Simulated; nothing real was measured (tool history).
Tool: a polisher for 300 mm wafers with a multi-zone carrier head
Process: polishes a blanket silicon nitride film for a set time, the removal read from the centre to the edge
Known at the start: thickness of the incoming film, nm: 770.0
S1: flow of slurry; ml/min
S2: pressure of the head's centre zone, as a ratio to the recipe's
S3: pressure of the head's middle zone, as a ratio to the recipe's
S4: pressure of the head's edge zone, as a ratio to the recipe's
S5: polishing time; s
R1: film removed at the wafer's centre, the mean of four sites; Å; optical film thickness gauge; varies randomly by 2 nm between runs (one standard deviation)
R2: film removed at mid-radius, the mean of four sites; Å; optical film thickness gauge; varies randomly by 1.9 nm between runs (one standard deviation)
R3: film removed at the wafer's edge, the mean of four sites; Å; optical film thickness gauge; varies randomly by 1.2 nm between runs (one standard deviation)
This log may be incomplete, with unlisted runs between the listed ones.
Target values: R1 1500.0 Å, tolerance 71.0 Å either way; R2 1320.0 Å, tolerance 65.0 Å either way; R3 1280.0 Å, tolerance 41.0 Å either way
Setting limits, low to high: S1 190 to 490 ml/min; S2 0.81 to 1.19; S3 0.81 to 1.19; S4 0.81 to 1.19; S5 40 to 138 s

Run 1, hour 0.0: S1 315 ml/min, S2 1.00, S3 1.00, S4 1.00, S5 88 s. Result: R1 1617.5 Å, R2 1564.7 Å, R3 1609.8 Å.
Run 2, hour 5.9: S1 270 ml/min, S2 1.00, S3 1.00, S4 1.00, S5 88 s. Result: R1 1559.8 Å, R2 1538.2 Å, R3 1575.8 Å.
Run 3, hour 9.5: S1 270 ml/min, S2 1.03, S3 1.00, S4 1.00, S5 88 s. Result: R1 1642.6 Å, R2 1539.0 Å, R3 1597.1 Å.
Run 4, hour 14.2: S1 270 ml/min, S2 1.03, S3 0.95, S4 1.00, S5 88 s. Result: R1 1592.9 Å, R2 1504.7 Å, R3 1575.9 Å.
Run 5, hour 21.2: S1 270 ml/min, S2 1.03, S3 0.95, S4 1.00, S5 108 s. Result: R1 1982.5 Å, R2 1867.8 Å, R3 1928.9 Å.
Run 6, hour 27.4: S1 270 ml/min, S2 1.03, S3 0.95, S4 0.92, S5 108 s. Result: R1 1912.0 Å, R2 1840.1 Å, R3 1874.7 Å.
Run 7, hour 31.8: S1 275 ml/min, S2 1.06, S3 0.97, S4 0.90, S5 99 s. Result: R1 1822.9 Å, R2 1782.9 Å, R3 1719.8 Å.
Run 8, hour 37.2: S1 285 ml/min, S2 1.09, S3 0.95, S4 0.90, S5 91 s. Result: R1 1784.2 Å, R2 1526.5 Å, R3 1551.3 Å.
Run 9, hour 40.3: S1 280 ml/min, S2 1.09, S3 0.96, S4 0.88, S5 87 s. Result: R1 1693.0 Å, R2 1551.1 Å, R3 1485.4 Å.
Run 10, hour 44.2: S1 285 ml/min, S2 1.11, S3 0.90, S4 0.85, S5 72 s. Result: R1 1427.9 Å, R2 1180.5 Å, R3 1211.2 Å.
Run 11, hour 52.8: S1 285 ml/min, S2 1.11, S3 0.92, S4 0.86, S5 72 s. Result: R1 1430.4 Å, R2 1201.4 Å, R3 1226.7 Å.
Run 12, hour 54.2: S1 285 ml/min, S2 1.11, S3 0.94, S4 0.87, S5 72 s. Result: R1 1446.4 Å, R2 1216.9 Å, R3 1201.4 Å.
Run 13, hour 56.7: S1 300 ml/min, S2 1.07, S3 0.97, S4 0.90, S5 78 s. Result: R1 1493.6 Å, R2 1395.0 Å, R3 1349.3 Å.
Run 14, hour 63.4: S1 295 ml/min, S2 1.08, S3 0.96, S4 0.89, S5 78 s. Result: R1 1496.2 Å, R2 1356.6 Å, R3 1332.7 Å.
Run 15, hour 72.3: S1 295 ml/min, S2 1.09, S3 0.96, S4 0.88, S5 78 s. Result: R1 1552.8 Å, R2 1328.8 Å, R3 1346.0 Å.
Run 16, hour 80.3: S1 285 ml/min, S2 1.09, S3 0.96, S4 0.87, S5 78 s. Result: R1 1490.6 Å, R2 1366.0 Å, R3 1329.0 Å.

Next run, 5 choices. One meets every target within its allowed miss, the rest don't. Which?
Run A, hour 88.3: S1 455 ml/min, S2 1.00, S3 0.94, S4 0.84, S5 80 s. Result: R1 ?, R2 ?, R3 ?.
Run B, hour 88.3: S1 305 ml/min, S2 1.00, S3 0.93, S4 0.84, S5 81 s. Result: R1 ?, R2 ?, R3 ?.
Run C, hour 88.3: S1 265 ml/min, S2 0.96, S3 0.83, S4 0.85, S5 84 s. Result: R1 ?, R2 ?, R3 ?.
Run D, hour 88.3: S1 190 ml/min, S2 1.03, S3 1.05, S4 0.81, S5 87 s. Result: R1 ?, R2 ?, R3 ?.
Run E, hour 88.3: S1 315 ml/min, S2 1.12, S3 0.96, S4 0.86, S5 74 s. Result: R1 ?, R2 ?, R3 ?.

move      R1      R2      R3
   A  1504.4  1450.2  1395.1
   B  1467.3  1406.7  1376.2
   C  1433.4  1306.8  1418.9
   D  1506.8  1563.3  1380.5
   E  1508.5  1323.3  1273.2
A: further off than the last run
B: further off than the last run
C: further off than the last run
D: further off than the last run
E: every result within its allowed miss
Correct choice: E, which meets every target
